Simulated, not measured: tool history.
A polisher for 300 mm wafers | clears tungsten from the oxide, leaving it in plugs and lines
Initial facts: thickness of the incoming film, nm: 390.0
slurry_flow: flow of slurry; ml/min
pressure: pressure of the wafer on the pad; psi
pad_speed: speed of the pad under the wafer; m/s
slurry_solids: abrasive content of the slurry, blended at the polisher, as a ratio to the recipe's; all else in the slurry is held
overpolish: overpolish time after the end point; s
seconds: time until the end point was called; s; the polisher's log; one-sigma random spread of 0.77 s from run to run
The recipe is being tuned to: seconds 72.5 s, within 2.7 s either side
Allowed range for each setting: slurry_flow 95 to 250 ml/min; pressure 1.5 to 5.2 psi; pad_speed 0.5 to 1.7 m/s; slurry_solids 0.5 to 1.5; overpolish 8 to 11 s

Run 1, day 0: slurry_flow 160 ml/min, pressure 3.3 psi, pad_speed 1.1 m/s, slurry_solids 1, overpolish 11 s. Result: seconds 101.64 s.
Run 2, day 0.342: slurry_flow 160 ml/min, pressure 3.3 psi, pad_speed 1.1 m/s, slurry_solids 1.2, overpolish 11 s. Result: seconds 100.43 s.
Run 3, day 0.567: slurry_flow 160 ml/min, pressure 3.3 psi, pad_speed 1.1 m/s, slurry_solids 1, overpolish 11 s. Result: seconds 103.17 s.
Run 4, day 0.762: slurry_flow 160 ml/min, pressure 3.4 psi, pad_speed 1.1 m/s, slurry_solids 1, overpolish 11 s. Result: seconds 99.981 s.
Run 5, day 0.933: slurry_flow 160 ml/min, pressure 3.4 psi, pad_speed 1.36 m/s, slurry_solids 1, overpolish 11 s. Result: seconds 81.962 s.
Run 6, day 1.233: slurry_flow 140 ml/min, pressure 3.4 psi, pad_speed 1.36 m/s, slurry_solids 1, overpolish 11 s. Result: seconds 84.008 s.
Run 7, day 1.554: slurry_flow 145 ml/min, pressure 3.4 psi, pad_speed 1.36 m/s, slurry_solids 1, overpolish 11 s. Result: seconds 83.581 s.
Run 8, day 1.612: slurry_flow 150 ml/min, pressure 3.4 psi, pad_speed 1.36 m/s, slurry_solids 1, overpolish 11 s. Result: seconds 83.034 s.
Run 9, day 1.983: slurry_flow 155 ml/min, pressure 3.4 psi, pad_speed 1.36 m/s, slurry_solids 1, overpolish 11 s. Result: seconds 82.731 s.
Run 10, day 2.312: slurry_flow 165 ml/min, pressure 3.6 psi, pad_speed 1.36 m/s, slurry_solids 1, overpolish 11 s. Result: seconds 76.713 s.

4 candidate next runs follow, results not yet known. Just one meets every target within its allowed miss. Identify it.
Run A, day 2.642: slurry_flow 165 ml/min, pressure 3.3 psi, pad_speed 1.42 m/s, slurry_solids 1, overpolish 11 s. Result: seconds ?.
Run B, day 2.642: slurry_flow 135 ml/min, pressure 3.7 psi, pad_speed 1.32 m/s, slurry_solids 1.05, overpolish 9 s. Result: seconds ?.
Run C, day 2.642: slurry_flow 165 ml/min, pressure 3.6 psi, pad_speed 1.48 m/s, slurry_solids 0.85, overpolish 11 s. Result: seconds ?.
Run D, day 2.642: slurry_flow 155 ml/min, pressure 3.1 psi, pad_speed 1.5 m/s, slurry_solids 0.95, overpolish 11 s. Result: seconds ?.

move  seconds
   A   79.926
   B   78.492
   C   72.625
   D   81.993
A: moves away from the targets compared with the last run
B: moves away from the targets compared with the last run
C: hits every target within its allowed miss
D: moves away from the targets compared with the last run
The right move is C.

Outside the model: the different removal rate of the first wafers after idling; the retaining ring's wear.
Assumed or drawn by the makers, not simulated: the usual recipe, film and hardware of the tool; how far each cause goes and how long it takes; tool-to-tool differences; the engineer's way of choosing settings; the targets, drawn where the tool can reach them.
